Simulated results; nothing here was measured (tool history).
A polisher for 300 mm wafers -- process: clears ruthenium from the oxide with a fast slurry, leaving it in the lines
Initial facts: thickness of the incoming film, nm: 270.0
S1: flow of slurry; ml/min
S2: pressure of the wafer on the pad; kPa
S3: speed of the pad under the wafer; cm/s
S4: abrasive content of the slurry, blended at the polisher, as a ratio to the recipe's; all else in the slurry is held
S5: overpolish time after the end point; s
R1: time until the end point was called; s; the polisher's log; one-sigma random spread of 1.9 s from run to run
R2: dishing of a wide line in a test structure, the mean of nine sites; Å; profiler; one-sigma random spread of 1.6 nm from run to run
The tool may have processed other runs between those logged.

run  hour   S1    S2  S3   S4  S5       R1      R2
  1   0.0  220  23.4  98  1.0  24   69.078  867.94
  2   7.4  220  17.9  98  1.0  24   79.430  762.26
  3   8.2  220  15.9  92  1.0  27   91.326  775.49
  4  15.8  220  17.9  92  1.0  27   87.430  796.33
  5  22.2  220  20.7  92  1.0  27   78.786  861.94
  6  28.7  220  20.7  92  0.9  27   83.251  828.44
  7  35.5  220  13.8  88  0.9  34  114.300  786.23

What does the tool deliver on the next run?
  8  42.0  220  13.1  88  0.9  34   ?   ?

For run 8 the tool returned R1 115.650 s, R2 783.30 Å.
